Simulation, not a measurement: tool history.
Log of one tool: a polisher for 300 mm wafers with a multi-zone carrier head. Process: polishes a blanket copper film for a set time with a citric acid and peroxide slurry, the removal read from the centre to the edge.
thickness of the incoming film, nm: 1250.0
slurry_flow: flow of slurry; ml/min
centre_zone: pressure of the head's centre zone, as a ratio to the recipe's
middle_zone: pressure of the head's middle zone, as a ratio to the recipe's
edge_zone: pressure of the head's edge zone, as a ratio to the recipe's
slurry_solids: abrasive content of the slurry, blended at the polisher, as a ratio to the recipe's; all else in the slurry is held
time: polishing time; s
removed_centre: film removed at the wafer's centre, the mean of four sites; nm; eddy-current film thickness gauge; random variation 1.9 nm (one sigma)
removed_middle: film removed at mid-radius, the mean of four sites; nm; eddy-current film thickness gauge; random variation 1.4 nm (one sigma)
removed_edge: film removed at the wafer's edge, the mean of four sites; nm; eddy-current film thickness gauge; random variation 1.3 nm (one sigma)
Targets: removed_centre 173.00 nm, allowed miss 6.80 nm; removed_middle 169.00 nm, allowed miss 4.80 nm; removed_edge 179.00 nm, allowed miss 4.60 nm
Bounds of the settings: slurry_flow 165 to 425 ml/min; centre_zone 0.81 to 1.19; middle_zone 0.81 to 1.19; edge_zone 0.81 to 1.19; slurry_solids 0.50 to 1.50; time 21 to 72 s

run 1 day=0.000 | slurry_flow=275 centre_zone=1.00 middle_zone=1.00 edge_zone=1.00 slurry_solids=1.00 time=46 | removed_centre=111.92 removed_middle=113.43 removed_edge=119.83
run 2 day=0.221 | slurry_flow=285 centre_zone=1.02 middle_zone=1.02 edge_zone=1.04 slurry_solids=1.15 time=48 | removed_centre=124.00 removed_middle=126.33 removed_edge=136.75
run 3 day=0.362 | slurry_flow=300 centre_zone=1.06 middle_zone=1.05 edge_zone=1.06 slurry_solids=1.25 time=49 | removed_centre=140.70 removed_middle=136.61 removed_edge=140.91
run 4 day=0.662 | slurry_flow=305 centre_zone=1.06 middle_zone=1.06 edge_zone=1.09 slurry_solids=1.30 time=50 | removed_centre=143.65 removed_middle=141.51 removed_edge=149.54
run 5 day=0.696 | slurry_flow=310 centre_zone=1.07 middle_zone=1.07 edge_zone=1.11 slurry_solids=1.35 time=51 | removed_centre=153.48 removed_middle=147.72 removed_edge=154.47
run 6 day=0.829 | slurry_flow=315 centre_zone=1.07 middle_zone=1.08 edge_zone=1.13 slurry_solids=1.40 time=52 | removed_centre=155.08 removed_middle=154.69 removed_edge=162.48
run 7 day=1.142 | slurry_flow=320 centre_zone=1.08 middle_zone=1.08 edge_zone=1.14 slurry_solids=1.45 time=52 | removed_centre=158.66 removed_middle=156.73 removed_edge=164.72
run 8 day=1.458 | slurry_flow=325 centre_zone=1.09 middle_zone=1.08 edge_zone=1.15 slurry_solids=1.45 time=53 | removed_centre=160.50 removed_middle=161.10 removed_edge=168.76
run 9 day=1.646 | slurry_flow=325 centre_zone=1.10 middle_zone=1.08 edge_zone=1.16 slurry_solids=1.45 time=53 | removed_centre=162.32 removed_middle=158.71 removed_edge=167.33
run 10 day=1.988 | slurry_flow=325 centre_zone=1.10 middle_zone=1.08 edge_zone=1.17 slurry_solids=1.45 time=54 | removed_centre=164.16 removed_middle=160.49 removed_edge=174.23
run 11 day=2.108 | slurry_flow=330 centre_zone=1.11 middle_zone=1.09 edge_zone=1.17 slurry_solids=1.45 time=54 | removed_centre=167.87 removed_middle=163.76 removed_edge=171.13
run 12 day=2.421 | slurry_flow=335 centre_zone=1.11 middle_zone=1.09 edge_zone=1.17 slurry_solids=1.45 time=54 | removed_centre=173.54 removed_middle=163.17 removed_edge=172.39
run 13 day=2.504 | slurry_flow=340 centre_zone=1.11 middle_zone=1.09 edge_zone=1.17 slurry_solids=1.45 time=54 | removed_centre=170.58 removed_middle=166.32 removed_edge=173.42
run 14 day=2.567 | slurry_flow=345 centre_zone=1.11 middle_zone=1.09 edge_zone=1.17 slurry_solids=1.45 time=54 | removed_centre=166.81 removed_middle=164.01 removed_edge=173.81
-- day=2.662 edge zone pressure recalibrated
run 15 day=2.662 | slurry_flow=350 centre_zone=1.12 middle_zone=1.09 edge_zone=1.18 slurry_solids=1.50 time=54 | removed_centre=174.14 removed_middle=166.52 removed_edge=168.60
run 16 day=2.762 | slurry_flow=340 centre_zone=1.12 middle_zone=1.09 edge_zone=1.18 slurry_solids=1.50 time=54 | removed_centre=173.99 removed_middle=166.02 removed_edge=164.92

Which of these 4 next moves meets every target?
run A day=2.862 | slurry_flow=355 centre_zone=1.04 middle_zone=1.02 edge_zone=1.13 slurry_solids=1.30 time=61 | removed_centre=? removed_middle=? removed_edge=?
run B day=2.862 | slurry_flow=325 centre_zone=1.17 middle_zone=1.17 edge_zone=1.14 slurry_solids=1.50 time=51 | removed_centre=? removed_middle=? removed_edge=?
run C day=2.862 | slurry_flow=340 centre_zone=1.08 middle_zone=1.11 edge_zone=1.07 slurry_solids=1.50 time=52 | removed_centre=? removed_middle=? removed_edge=?
run D day=2.862 | slurry_flow=280 centre_zone=1.16 middle_zone=1.08 edge_zone=1.07 slurry_solids=1.30 time=55 | removed_centre=? removed_middle=? removed_edge=?

move=A removed_centre=172.90 removed_middle=172.50 removed_edge=177.71
move=B removed_centre=166.92 removed_middle=167.75 removed_edge=154.35
move=C removed_centre=158.67 removed_middle=164.24 removed_edge=153.73
move=D removed_centre=168.11 removed_middle=159.37 removed_edge=153.53
A: meets every target
B: further off than the last run
C: further off than the last run
D: further off than the last run
The right move is A.
